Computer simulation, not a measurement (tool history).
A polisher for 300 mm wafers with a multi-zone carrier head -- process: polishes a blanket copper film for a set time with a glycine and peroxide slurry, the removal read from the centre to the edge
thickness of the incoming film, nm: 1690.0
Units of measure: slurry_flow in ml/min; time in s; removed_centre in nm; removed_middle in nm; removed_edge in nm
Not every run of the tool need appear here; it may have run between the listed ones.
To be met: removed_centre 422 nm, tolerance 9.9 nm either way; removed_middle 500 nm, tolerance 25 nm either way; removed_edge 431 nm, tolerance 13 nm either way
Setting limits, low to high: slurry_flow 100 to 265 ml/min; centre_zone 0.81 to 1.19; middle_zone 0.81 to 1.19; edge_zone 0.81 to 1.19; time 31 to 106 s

{"run": 1, "hour": 0.0, "slurry_flow": 170, "centre_zone": 1, "middle_zone": 1, "edge_zone": 1, "time": 68, "removed_centre": 350.45, "removed_middle": 353.14, "removed_edge": 357.58}
{"run": 2, "hour": 4.4, "slurry_flow": 190, "centre_zone": 1, "middle_zone": 1.06, "edge_zone": 1.02, "time": 70, "removed_centre": 362.93, "removed_middle": 392.77, "removed_edge": 371.75}
{"run": 3, "hour": 7.2, "slurry_flow": 190, "centre_zone": 1, "middle_zone": 1.06, "edge_zone": 1.02, "time": 61, "removed_centre": 322.93, "removed_middle": 341.69, "removed_edge": 331.94}
{"run": 4, "hour": 7.8, "slurry_flow": 200, "centre_zone": 1.01, "middle_zone": 1.1, "edge_zone": 1.05, "time": 66, "removed_centre": 353.94, "removed_middle": 385.27, "removed_edge": 357.46}
{"run": 5, "hour": 14.4, "slurry_flow": 210, "centre_zone": 1.01, "middle_zone": 1.13, "edge_zone": 1.07, "time": 70, "removed_centre": 381.76, "removed_middle": 429.33, "removed_edge": 389.74}
{"run": 6, "hour": 23.3, "slurry_flow": 220, "centre_zone": 1.01, "middle_zone": 1.15, "edge_zone": 1.08, "time": 71, "removed_centre": 384.26, "removed_middle": 437.03, "removed_edge": 394.27}
{"run": 7, "hour": 25.8, "slurry_flow": 220, "centre_zone": 1.01, "middle_zone": 1.16, "edge_zone": 1.08, "time": 73, "removed_centre": 399.66, "removed_middle": 456.9, "removed_edge": 408.33}
{"run": 8, "hour": 32.3, "slurry_flow": 230, "centre_zone": 1.01, "middle_zone": 1.17, "edge_zone": 1.08, "time": 74, "removed_centre": 405.78, "removed_middle": 463.66, "removed_edge": 409.3}
{"run": 9, "hour": 38.1, "slurry_flow": 225, "centre_zone": 1.01, "middle_zone": 1.18, "edge_zone": 1.08, "time": 75, "removed_centre": 408.21, "removed_middle": 470.45, "removed_edge": 421.16}
{"run": 10, "hour": 40.1, "slurry_flow": 240, "centre_zone": 1, "middle_zone": 1.18, "edge_zone": 1.08, "time": 75, "removed_centre": 410.27, "removed_middle": 478.96, "removed_edge": 423.81}

Next run, 5 choices. One meets every target within its allowed miss, the rest don't. Which?
{"run": "A", "hour": 42.1, "slurry_flow": 240, "centre_zone": 1, "middle_zone": 1.19, "edge_zone": 1.05, "time": 77, "removed_centre": "?", "removed_middle": "?", "removed_edge": "?"}
{"run": "B", "hour": 42.1, "slurry_flow": 235, "centre_zone": 0.91, "middle_zone": 1.19, "edge_zone": 1.04, "time": 78, "removed_centre": "?", "removed_middle": "?", "removed_edge": "?"}
{"run": "C", "hour": 42.1, "slurry_flow": 265, "centre_zone": 0.96, "middle_zone": 1.03, "edge_zone": 1.12, "time": 74, "removed_centre": "?", "removed_middle": "?", "removed_edge": "?"}
{"run": "D", "hour": 42.1, "slurry_flow": 240, "centre_zone": 0.99, "middle_zone": 1.05, "edge_zone": 1.09, "time": 74, "removed_centre": "?", "removed_middle": "?", "removed_edge": "?"}
{"run": "E", "hour": 42.1, "slurry_flow": 245, "centre_zone": 0.97, "middle_zone": 1.15, "edge_zone": 1.08, "time": 74, "removed_centre": "?", "removed_middle": "?", "removed_edge": "?"}

move=A removed_centre=422.55 removed_middle=493.43 removed_edge=430.48
move=B removed_centre=388.08 removed_middle=498.77 removed_edge=433.16
move=C removed_centre=394.35 removed_middle=423.95 removed_edge=432.03
move=D removed_centre=401.6 removed_middle=425.9 removed_edge=422.29
move=E removed_centre=394.81 removed_middle=461.62 removed_edge=420.57
A: in spec on every target
B: further off than the last run
C: further off than the last run
D: further off than the last run
E: further off than the last run
The move that meets every target is A.
